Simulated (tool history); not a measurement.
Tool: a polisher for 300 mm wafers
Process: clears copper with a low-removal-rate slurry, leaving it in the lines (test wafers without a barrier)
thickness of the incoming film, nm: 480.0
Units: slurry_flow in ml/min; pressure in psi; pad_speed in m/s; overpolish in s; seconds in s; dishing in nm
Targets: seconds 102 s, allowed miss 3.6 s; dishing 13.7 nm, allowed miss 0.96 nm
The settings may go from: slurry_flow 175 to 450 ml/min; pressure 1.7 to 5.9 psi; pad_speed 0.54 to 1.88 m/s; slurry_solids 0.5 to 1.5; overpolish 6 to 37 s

{"run": 1, "hour": 0.0, "slurry_flow": 290, "pressure": 3.8, "pad_speed": 1.2, "slurry_solids": 1, "overpolish": 19, "seconds": 120.95, "dishing": 14.28}
{"run": 2, "hour": 1.1, "slurry_flow": 290, "pressure": 3.8, "pad_speed": 1.2, "slurry_solids": 1, "overpolish": 27, "seconds": 119.6, "dishing": 14.843}
{"run": 3, "hour": 1.6, "slurry_flow": 290, "pressure": 3.9, "pad_speed": 1.2, "slurry_solids": 1, "overpolish": 24, "seconds": 117.93, "dishing": 14.415}
{"run": 4, "hour": 10.1, "slurry_flow": 290, "pressure": 4, "pad_speed": 1.2, "slurry_solids": 1, "overpolish": 22, "seconds": 118.81, "dishing": 14.637}
{"run": 5, "hour": 17.7, "slurry_flow": 245, "pressure": 4, "pad_speed": 1.2, "slurry_solids": 1, "overpolish": 22, "seconds": 120.57, "dishing": 14.356}
{"run": 6, "hour": 25.2, "slurry_flow": 245, "pressure": 4, "pad_speed": 1.4, "slurry_solids": 1, "overpolish": 22, "seconds": 105.67, "dishing": 14.317}
{"run": 7, "hour": 26.8, "slurry_flow": 245, "pressure": 4, "pad_speed": 1.4, "slurry_solids": 1, "overpolish": 21, "seconds": 106.24, "dishing": 15.23}
{"run": 8, "hour": 31.3, "slurry_flow": 260, "pressure": 4, "pad_speed": 1.36, "slurry_solids": 1.05, "overpolish": 19, "seconds": 107.2, "dishing": 14.514}
{"run": 9, "hour": 37.5, "slurry_flow": 265, "pressure": 4, "pad_speed": 1.36, "slurry_solids": 1.1, "overpolish": 17, "seconds": 105.83, "dishing": 14.441}
{"run": 10, "hour": 44.4, "slurry_flow": 265, "pressure": 4, "pad_speed": 1.36, "slurry_solids": 1.1, "overpolish": 15, "seconds": 107.17, "dishing": 14.599}
{"run": 11, "hour": 52.1, "slurry_flow": 270, "pressure": 4.2, "pad_speed": 1.4, "slurry_solids": 1.1, "overpolish": 6, "seconds": 98.174, "dishing": 10.9}
{"run": 12, "hour": 57.0, "slurry_flow": 265, "pressure": 4.2, "pad_speed": 1.4, "slurry_solids": 1.15, "overpolish": 7, "seconds": 97.68, "dishing": 11.543}
{"run": 13, "hour": 59.5, "slurry_flow": 260, "pressure": 4.2, "pad_speed": 1.4, "slurry_solids": 1.15, "overpolish": 8, "seconds": 99.09, "dishing": 13.155}

Which of these 5 next moves meets every target?
{"run": "A", "hour": 62.0, "slurry_flow": 270, "pressure": 4.6, "pad_speed": 1.34, "slurry_solids": 1.15, "overpolish": 14, "seconds": "?", "dishing": "?"}
{"run": "B", "hour": 62.0, "slurry_flow": 280, "pressure": 5.3, "pad_speed": 1.1, "slurry_solids": 1, "overpolish": 6, "seconds": "?", "dishing": "?"}
{"run": "C", "hour": 62.0, "slurry_flow": 320, "pressure": 4, "pad_speed": 1.6, "slurry_solids": 1.1, "overpolish": 13, "seconds": "?", "dishing": "?"}
{"run": "D", "hour": 62.0, "slurry_flow": 235, "pressure": 4.3, "pad_speed": 1.34, "slurry_solids": 0.95, "overpolish": 7, "seconds": "?", "dishing": "?"}
{"run": "E", "hour": 62.0, "slurry_flow": 190, "pressure": 3.1, "pad_speed": 1.88, "slurry_solids": 1.3, "overpolish": 14, "seconds": "?", "dishing": "?"}

move=A seconds=96.093 dishing=14.22
move=B seconds=99.434 dishing=11.47
move=C seconds=94.533 dishing=14.08
move=D seconds=106.87 dishing=11.812
move=E seconds=105.54 dishing=13.907
A: further off than the last run
B: brings the result that was furthest off to its target, and leaves another outside
C: further off than the last run
D: takes the result that was furthest off past its target
E: meets every target
Move E is the one to make.
